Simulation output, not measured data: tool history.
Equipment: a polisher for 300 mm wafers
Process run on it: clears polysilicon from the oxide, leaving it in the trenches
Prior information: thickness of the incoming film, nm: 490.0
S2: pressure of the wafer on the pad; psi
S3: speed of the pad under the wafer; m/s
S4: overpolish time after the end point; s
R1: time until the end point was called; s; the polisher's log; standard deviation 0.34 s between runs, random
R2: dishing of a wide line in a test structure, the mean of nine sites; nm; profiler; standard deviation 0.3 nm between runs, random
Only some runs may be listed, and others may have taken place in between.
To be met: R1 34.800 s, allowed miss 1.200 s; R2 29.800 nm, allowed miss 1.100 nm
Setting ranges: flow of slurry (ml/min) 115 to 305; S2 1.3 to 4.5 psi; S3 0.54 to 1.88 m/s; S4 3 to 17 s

run 1 hour=0.0 | flow_of_slurry_(ml/min)=195 S2=2.9 S3=1.20 S4=9 | R1=30.220 R2=56.913
run 2 hour=0.9 | flow_of_slurry_(ml/min)=195 S2=2.9 S3=1.32 S4=9 | R1=27.034 R2=58.021
run 3 hour=7.5 | flow_of_slurry_(ml/min)=235 S2=2.9 S3=1.32 S4=9 | R1=26.755 R2=58.505
run 4 hour=9.7 | flow_of_slurry_(ml/min)=200 S2=2.5 S3=1.40 S4=7 | R1=29.275 R2=51.836
run 5 hour=13.2 | flow_of_slurry_(ml/min)=200 S2=2.5 S3=1.58 S4=7 | R1=26.232 R2=54.572
run 6 hour=15.8 | flow_of_slurry_(ml/min)=200 S2=3.1 S3=1.58 S4=7 | R1=21.612 R2=57.968
run 7 hour=23.6 | flow_of_slurry_(ml/min)=175 S2=2.6 S3=1.60 S4=6 | R1=25.138 R2=52.609
run 8 hour=25.3 | flow_of_slurry_(ml/min)=175 S2=2.6 S3=1.60 S4=6 | R1=25.231 R2=53.096
run 9 hour=28.7 | flow_of_slurry_(ml/min)=210 S2=2.2 S3=1.58 S4=5 | R1=29.938 R2=45.088
run 10 hour=32.9 | flow_of_slurry_(ml/min)=265 S2=1.4 S3=1.78 S4=3 | R1=40.499 R2=26.220
run 11 hour=35.0 | flow_of_slurry_(ml/min)=260 S2=1.5 S3=1.80 S4=3 | R1=36.847 R2=28.286
run 12 hour=37.6 | flow_of_slurry_(ml/min)=255 S2=1.5 S3=1.80 S4=3 | R1=36.852 R2=28.240
run 13 hour=41.3 | flow_of_slurry_(ml/min)=250 S2=1.5 S3=1.80 S4=3 | R1=36.658 R2=28.110
run 14 hour=48.6 | flow_of_slurry_(ml/min)=245 S2=1.5 S3=1.80 S4=3 | R1=36.942 R2=28.714
run 15 hour=55.9 | flow_of_slurry_(ml/min)=240 S2=1.5 S3=1.82 S4=3 | R1=36.927 R2=28.882

Consider the 4 candidate settings below. Which is the only one whose results all fall within their allowed miss of target?
run A hour=63.2 | flow_of_slurry_(ml/min)=245 S2=1.8 S3=1.48 S4=3 | R1=? R2=?
run B hour=63.2 | flow_of_slurry_(ml/min)=295 S2=1.5 S3=1.88 S4=3 | R1=? R2=?
run C hour=63.2 | flow_of_slurry_(ml/min)=290 S2=1.7 S3=1.88 S4=3 | R1=? R2=?
run D hour=63.2 | flow_of_slurry_(ml/min)=280 S2=1.4 S3=1.88 S4=3 | R1=? R2=?

move=A R1=37.433 R2=28.200
move=B R1=34.687 R2=29.824
move=C R1=30.852 R2=32.417
move=D R1=37.168 R2=28.349
A: misses by more than the last run did
B: every result within its allowed miss
C: carries the result that was furthest off beyond its target, to the other side
D: misses by more than the last run did
The right move is B.
